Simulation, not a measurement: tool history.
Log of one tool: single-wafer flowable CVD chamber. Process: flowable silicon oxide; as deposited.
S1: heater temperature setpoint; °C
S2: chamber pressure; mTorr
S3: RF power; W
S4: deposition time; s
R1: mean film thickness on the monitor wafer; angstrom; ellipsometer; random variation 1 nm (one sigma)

run	day	S1	S2	S3	S4	R1
1	0.000	100	956	1950	617	4391.2
2	0.212	100	956	2200	617	4465.4
3	0.329	99	956	2200	617	4634.8
4	0.521	99	956	2200	617	4646.0
5	0.879	91	956	2200	617	6274.0
6	1.096	91	1032	2200	617	6769.5

The next listed run, before its measurement:
7	1.217	91	1032	2200	617	?

{"run 7": {"R1": 6792.1}}

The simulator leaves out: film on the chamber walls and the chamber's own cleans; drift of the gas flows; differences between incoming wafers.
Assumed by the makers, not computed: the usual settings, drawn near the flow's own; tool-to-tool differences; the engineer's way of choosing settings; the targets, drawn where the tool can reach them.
